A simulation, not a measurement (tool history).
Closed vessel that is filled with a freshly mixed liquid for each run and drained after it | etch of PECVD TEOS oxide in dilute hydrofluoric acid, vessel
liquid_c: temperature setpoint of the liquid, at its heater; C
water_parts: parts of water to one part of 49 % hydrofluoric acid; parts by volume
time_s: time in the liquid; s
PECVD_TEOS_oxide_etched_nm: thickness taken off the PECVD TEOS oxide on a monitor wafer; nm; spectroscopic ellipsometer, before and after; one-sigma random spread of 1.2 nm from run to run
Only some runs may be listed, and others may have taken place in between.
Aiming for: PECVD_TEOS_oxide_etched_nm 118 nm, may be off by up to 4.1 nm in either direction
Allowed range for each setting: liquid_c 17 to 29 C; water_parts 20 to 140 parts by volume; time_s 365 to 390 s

Run 1, hour 0: liquid_c 21 C, water_parts 75 parts by volume, time_s 365 s. Result: PECVD_TEOS_oxide_etched_nm 70.271 nm.
Run 2, hour 5.8: liquid_c 21 C, water_parts 75 parts by volume, time_s 365 s. Result: PECVD_TEOS_oxide_etched_nm 71.843 nm.
Run 3, hour 11.7: liquid_c 23.5 C, water_parts 70 parts by volume, time_s 365 s. Result: PECVD_TEOS_oxide_etched_nm 83.588 nm.
Run 4, hour 17.9: liquid_c 23.5 C, water_parts 70 parts by volume, time_s 390 s. Result: PECVD_TEOS_oxide_etched_nm 89.254 nm.
Run 5, hour 20.7: liquid_c 23.5 C, water_parts 90 parts by volume, time_s 390 s. Result: PECVD_TEOS_oxide_etched_nm 67.755 nm.
Run 6, hour 29.4: liquid_c 23.5 C, water_parts 115 parts by volume, time_s 390 s. Result: PECVD_TEOS_oxide_etched_nm 52.154 nm.
Run 7, hour 35.8: liquid_c 25 C, water_parts 95 parts by volume, time_s 390 s. Result: PECVD_TEOS_oxide_etched_nm 67.889 nm.
Run 8, hour 44.3: liquid_c 26 C, water_parts 85 parts by volume, time_s 390 s. Result: PECVD_TEOS_oxide_etched_nm 79.586 nm.
Run 9, hour 48.1: liquid_c 27 C, water_parts 75 parts by volume, time_s 390 s. Result: PECVD_TEOS_oxide_etched_nm 95.336 nm.

5 candidate next runs follow, results not yet known. Just one meets every target within its allowed miss. Identify it.
Run A, hour 51.9: liquid_c 26.5 C, water_parts 60 parts by volume, time_s 390 s. Result: PECVD_TEOS_oxide_etched_nm ?.
Run B, hour 51.9: liquid_c 25 C, water_parts 60 parts by volume, time_s 365 s. Result: PECVD_TEOS_oxide_etched_nm ?.
Run C, hour 51.9: liquid_c 28 C, water_parts 70 parts by volume, time_s 390 s. Result: PECVD_TEOS_oxide_etched_nm ?.
Run D, hour 51.9: liquid_c 27 C, water_parts 90 parts by volume, time_s 365 s. Result: PECVD_TEOS_oxide_etched_nm ?.
Run E, hour 51.9: liquid_c 27.5 C, water_parts 70 parts by volume, time_s 390 s. Result: PECVD_TEOS_oxide_etched_nm ?.

move  PECVD_TEOS_oxide_etched_nm
   A                      119.12
   B                      104.95
   C                      106.84
   D                      72.759
   E                      104.76
A: every result within its allowed miss
B: closer than the last run, but not yet in spec
C: closer than the last run, but not yet in spec
D: the biggest miss grows against the last run
E: closer than the last run, but not yet in spec
Answer: A

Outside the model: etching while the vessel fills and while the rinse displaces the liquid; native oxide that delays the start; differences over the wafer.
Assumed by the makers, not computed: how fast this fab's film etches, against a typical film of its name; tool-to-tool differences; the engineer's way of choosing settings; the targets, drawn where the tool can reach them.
